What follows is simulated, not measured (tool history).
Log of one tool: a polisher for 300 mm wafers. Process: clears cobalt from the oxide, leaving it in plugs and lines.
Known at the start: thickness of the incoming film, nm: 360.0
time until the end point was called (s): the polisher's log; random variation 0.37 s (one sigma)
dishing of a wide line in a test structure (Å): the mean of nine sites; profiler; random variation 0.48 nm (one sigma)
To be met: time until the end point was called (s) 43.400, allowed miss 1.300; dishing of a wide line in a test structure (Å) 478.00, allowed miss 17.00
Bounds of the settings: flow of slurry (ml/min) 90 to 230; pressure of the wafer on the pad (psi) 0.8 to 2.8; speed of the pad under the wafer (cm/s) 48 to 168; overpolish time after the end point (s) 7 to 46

run,hour,flow of slurry (ml/min),pressure of the wafer on the pad (psi),speed of the pad under the wafer (cm/s),overpolish time after the end point (s),time until the end point was called (s),dishing of a wide line in a test structure (Å)
1,0.0,150,1.8,108,24,76.039,455.57
2,0.9,170,1.8,108,24,73.967,465.66
3,8.1,140,1.8,108,24,78.096,451.51
4,16.1,140,1.8,108,17,77.136,399.44
# hour 19.9: head pressure recalibrated
5,19.9,140,1.6,108,17,91.925,364.02
6,25.1,155,1.8,108,15,79.721,366.79
7,30.9,155,2.1,108,16,68.230,410.22
8,35.0,165,2.3,110,15,61.016,415.13
9,40.6,165,2.3,110,15,61.964,418.75
10,47.8,165,2.3,110,15,60.966,419.79
11,51.5,170,2.5,112,15,55.126,431.27
12,59.8,175,2.6,116,15,51.659,438.45

Which of these 5 next moves meets every target?
A,68.1,165,2.8,130,17,?,?
B,68.1,165,2.7,122,18,?,?
C,68.1,185,2.6,124,26,?,?
D,68.1,150,2.7,98,28,?,?
E,68.1,170,2.4,96,26,?,?

move,time until the end point was called (s),dishing of a wide line in a test structure (Å)
A,43.479,480.18
B,47.901,476.67
C,48.002,503.14
D,60.268,495.38
E,67.327,480.89
A: meets every target
B: nearer than the last run, and not there yet
C: nearer than the last run, and not there yet
D: further off than the last run
E: further off than the last run
Answer: A
